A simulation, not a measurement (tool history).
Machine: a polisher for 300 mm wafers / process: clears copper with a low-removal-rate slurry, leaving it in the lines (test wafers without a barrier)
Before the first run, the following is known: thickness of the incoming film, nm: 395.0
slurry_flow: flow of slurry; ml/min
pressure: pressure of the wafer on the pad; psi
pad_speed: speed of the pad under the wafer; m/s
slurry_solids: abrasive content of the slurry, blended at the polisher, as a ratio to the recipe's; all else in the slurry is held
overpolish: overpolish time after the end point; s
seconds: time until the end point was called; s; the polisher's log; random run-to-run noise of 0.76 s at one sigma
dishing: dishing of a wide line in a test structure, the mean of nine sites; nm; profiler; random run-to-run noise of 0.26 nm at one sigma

{"run": 1, "day": 0.0, "slurry_flow": 295, "pressure": 4.2, "pad_speed": 0.94, "slurry_solids": 1.0, "overpolish": 14, "seconds": 91.01, "dishing": 33.669}
{"run": 2, "day": 0.329, "slurry_flow": 295, "pressure": 4.2, "pad_speed": 0.98, "slurry_solids": 1.0, "overpolish": 11, "seconds": 86.157, "dishing": 27.359}
{"run": 3, "day": 0.429, "slurry_flow": 295, "pressure": 4.2, "pad_speed": 0.98, "slurry_solids": 0.9, "overpolish": 11, "seconds": 91.28, "dishing": 27.92}
{"run": 4, "day": 0.617, "slurry_flow": 280, "pressure": 4.0, "pad_speed": 1.02, "slurry_solids": 1.05, "overpolish": 9, "seconds": 88.441, "dishing": 24.127}
{"run": 5, "day": 0.825, "slurry_flow": 280, "pressure": 4.0, "pad_speed": 1.02, "slurry_solids": 0.85, "overpolish": 9, "seconds": 91.914, "dishing": 23.27}
{"run": 6, "day": 0.996, "slurry_flow": 280, "pressure": 4.0, "pad_speed": 1.24, "slurry_solids": 0.85, "overpolish": 9, "seconds": 75.248, "dishing": 26.478}
{"run": 7, "day": 1.021, "slurry_flow": 250, "pressure": 3.6, "pad_speed": 1.3, "slurry_solids": 1.05, "overpolish": 8, "seconds": 79.861, "dishing": 22.802}
{"run": 8, "day": 1.067, "slurry_flow": 230, "pressure": 3.5, "pad_speed": 1.34, "slurry_solids": 1.15, "overpolish": 7, "seconds": 78.962, "dishing": 20.22}
{"run": 9, "day": 1.192, "slurry_flow": 215, "pressure": 3.5, "pad_speed": 1.38, "slurry_solids": 1.25, "overpolish": 6, "seconds": 76.662, "dishing": 18.52}
{"run": 10, "day": 1.371, "slurry_flow": 205, "pressure": 3.5, "pad_speed": 1.4, "slurry_solids": 1.3, "overpolish": 5, "seconds": 74.77, "dishing": 16.446}
{"run": 11, "day": 1.417, "slurry_flow": 195, "pressure": 3.5, "pad_speed": 1.42, "slurry_solids": 1.35, "overpolish": 5, "seconds": 75.775, "dishing": 16.34}
{"run": 12, "day": 1.458, "slurry_flow": 190, "pressure": 3.6, "pad_speed": 1.44, "slurry_solids": 1.4, "overpolish": 5, "seconds": 71.285, "dishing": 16.132}
{"run": 13, "day": 1.646, "slurry_flow": 185, "pressure": 3.6, "pad_speed": 1.44, "slurry_solids": 1.45, "overpolish": 5, "seconds": 71.275, "dishing": 16.702}

Run 14 is up next; what results do you expect?
{"run": 14, "day": 1.729, "slurry_flow": 180, "pressure": 3.6, "pad_speed": 1.44, "slurry_solids": 1.45, "overpolish": 5, "seconds": "?", "dishing": "?"}

seconds: 71.409 s
dishing: 16.193 nm
